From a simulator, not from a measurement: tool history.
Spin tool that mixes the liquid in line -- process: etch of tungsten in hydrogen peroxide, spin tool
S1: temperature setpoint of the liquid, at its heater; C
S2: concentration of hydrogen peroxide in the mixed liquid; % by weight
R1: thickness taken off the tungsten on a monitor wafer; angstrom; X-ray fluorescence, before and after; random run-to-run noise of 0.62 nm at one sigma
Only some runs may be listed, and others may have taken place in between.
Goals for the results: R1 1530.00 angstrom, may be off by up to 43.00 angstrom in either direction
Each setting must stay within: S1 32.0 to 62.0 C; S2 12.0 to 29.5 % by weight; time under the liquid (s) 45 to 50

run 1 hour=0.0 | S1=46.0 S2=20.0 time_under_the_liquid_(s)=45 | R1=798.10
run 2 hour=2.2 | S1=46.0 S2=17.0 time_under_the_liquid_(s)=45 | R1=732.13
run 3 hour=3.4 | S1=47.5 S2=17.0 time_under_the_liquid_(s)=45 | R1=800.35
run 4 hour=4.9 | S1=47.5 S2=14.0 time_under_the_liquid_(s)=45 | R1=723.59
run 5 hour=6.3 | S1=49.0 S2=14.0 time_under_the_liquid_(s)=45 | R1=799.17
run 6 hour=9.0 | S1=49.0 S2=17.0 time_under_the_liquid_(s)=45 | R1=882.93
run 7 hour=10.2 | S1=50.0 S2=17.0 time_under_the_liquid_(s)=45 | R1=943.80
run 8 hour=11.7 | S1=51.0 S2=17.0 time_under_the_liquid_(s)=45 | R1=997.24
run 9 hour=13.3 | S1=51.5 S2=17.0 time_under_the_liquid_(s)=45 | R1=1020.10
run 10 hour=14.6 | S1=52.0 S2=17.0 time_under_the_liquid_(s)=45 | R1=1059.10
run 11 hour=21.5 | S1=52.5 S2=17.0 time_under_the_liquid_(s)=45 | R1=1091.50
run 12 hour=26.7 | S1=53.0 S2=17.0 time_under_the_liquid_(s)=45 | R1=1120.70

4 candidate next runs follow, results not yet known. Just one meets every target within its allowed miss. Identify it.
run A hour=31.9 | S1=48.5 S2=14.5 time_under_the_liquid_(s)=45 | R1=?
run B hour=31.9 | S1=54.0 S2=17.0 time_under_the_liquid_(s)=50 | R1=?
run C hour=31.9 | S1=56.0 S2=22.5 time_under_the_liquid_(s)=45 | R1=?
run D hour=31.9 | S1=53.5 S2=16.0 time_under_the_liquid_(s)=50 | R1=?

move=A R1=790.91
move=B R1=1328.30
move=C R1=1548.40
move=D R1=1250.70
A: misses by more than the last run did
B: gains on the last run, yet a result remains outside its allowed miss
C: meets every target
D: gains on the last run, yet a result remains outside its allowed miss
So the answer is move C, the one that meets all the targets.
